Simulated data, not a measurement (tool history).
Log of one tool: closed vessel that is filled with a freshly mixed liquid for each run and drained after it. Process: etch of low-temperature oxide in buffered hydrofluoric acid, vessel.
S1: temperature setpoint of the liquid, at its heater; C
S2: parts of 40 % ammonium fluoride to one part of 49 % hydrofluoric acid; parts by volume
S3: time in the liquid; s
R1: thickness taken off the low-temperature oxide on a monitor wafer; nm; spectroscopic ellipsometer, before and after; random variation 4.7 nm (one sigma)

run	hour	S1	S2	S3	R1
1	0	22	11	95	414.13
2	3.2	22	9.5	95	469.13
3	6.9	24	9.5	95	528.03
4	11	24	12.5	95	407.37
5	19.3	25.5	11.5	95	481.97
6	25.6	25.5	11.5	100	501.68
7	32.4	26.5	11	100	557.15
8	37.9	27.5	10.5	100	612.3

The next listed run, before its measurement:
9	41.4	28	10	100	?

{"run 9": {"R1": 659.02}}
